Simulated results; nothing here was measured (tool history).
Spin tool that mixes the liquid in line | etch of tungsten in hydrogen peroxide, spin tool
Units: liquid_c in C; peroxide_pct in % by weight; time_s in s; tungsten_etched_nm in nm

run  hour  liquid_c  peroxide_pct  time_s  tungsten_etched_nm
  1   0.0      49.0          15.5      45              46.532
  2   6.6      48.0          15.5      45              43.899
  3  10.9      48.0          15.5      45              43.690
  4  19.2      47.0          15.5      45              41.073
  5  26.0      46.5          15.5      45              39.807
  6  28.2      46.5          18.5      45              43.601

Forecast run 7:
  7  30.5      45.5          18.5      45                   ?

{"run 7": {"tungsten_etched_nm": 40.912}}
